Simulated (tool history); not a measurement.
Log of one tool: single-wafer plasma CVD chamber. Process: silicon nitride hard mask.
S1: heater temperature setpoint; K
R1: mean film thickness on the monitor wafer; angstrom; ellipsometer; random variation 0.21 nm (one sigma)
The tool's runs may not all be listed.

run 1 day=0 | S1=693.15 chamber_pressure_(Torr)=1.07 RF_power_(W)=395 deposition_time_(s)=51.2 | R1=608.9
run 2 day=0.108 | S1=686.15 chamber_pressure_(Torr)=1.07 RF_power_(W)=395 deposition_time_(s)=51.2 | R1=605.4
run 3 day=0.154 | S1=686.15 chamber_pressure_(Torr)=1 RF_power_(W)=395 deposition_time_(s)=51.2 | R1=589.45
run 4 day=0.188 | S1=686.15 chamber_pressure_(Torr)=1 RF_power_(W)=395 deposition_time_(s)=51.2 | R1=586.69
run 5 day=0.304 | S1=695.15 chamber_pressure_(Torr)=1 RF_power_(W)=395 deposition_time_(s)=51.2 | R1=585.23
run 6 day=0.621 | S1=702.15 chamber_pressure_(Torr)=1 RF_power_(W)=395 deposition_time_(s)=51.2 | R1=582.81
run 7 day=0.742 | S1=702.15 chamber_pressure_(Torr)=0.98 RF_power_(W)=395 deposition_time_(s)=51.2 | R1=577.2
run 8 day=1.092 | S1=702.15 chamber_pressure_(Torr)=0.86 RF_power_(W)=390 deposition_time_(s)=51.2 | R1=524.5
run 9 day=1.221 | S1=702.15 chamber_pressure_(Torr)=0.87 RF_power_(W)=390 deposition_time_(s)=51.2 | R1=526.36
run 10 day=1.467 | S1=702.15 chamber_pressure_(Torr)=0.88 RF_power_(W)=390 deposition_time_(s)=51.2 | R1=531.94
run 11 day=1.675 | S1=702.15 chamber_pressure_(Torr)=1.01 RF_power_(W)=395 deposition_time_(s)=51.2 | R1=583.7
run 12 day=1.862 | S1=702.15 chamber_pressure_(Torr)=1 RF_power_(W)=395 deposition_time_(s)=51.2 | R1=581.32
run 13 day=2.217 | S1=702.15 chamber_pressure_(Torr)=0.99 RF_power_(W)=395 deposition_time_(s)=51.2 | R1=579.99
run 14 day=2.517 | S1=702.15 chamber_pressure_(Torr)=0.98 RF_power_(W)=395 deposition_time_(s)=51.2 | R1=577.61
run 15 day=2.754 | S1=702.15 chamber_pressure_(Torr)=0.97 RF_power_(W)=395 deposition_time_(s)=51.2 | R1=571.48
run 16 day=2.846 | S1=702.15 chamber_pressure_(Torr)=0.96 RF_power_(W)=395 deposition_time_(s)=51.2 | R1=568.77

Run 17 comes next. What will it give?
run 17 day=3.004 | S1=702.15 chamber_pressure_(Torr)=0.95 RF_power_(W)=395 deposition_time_(s)=51.2 | R1=?

Run 17 gave R1 565.63 angstrom.

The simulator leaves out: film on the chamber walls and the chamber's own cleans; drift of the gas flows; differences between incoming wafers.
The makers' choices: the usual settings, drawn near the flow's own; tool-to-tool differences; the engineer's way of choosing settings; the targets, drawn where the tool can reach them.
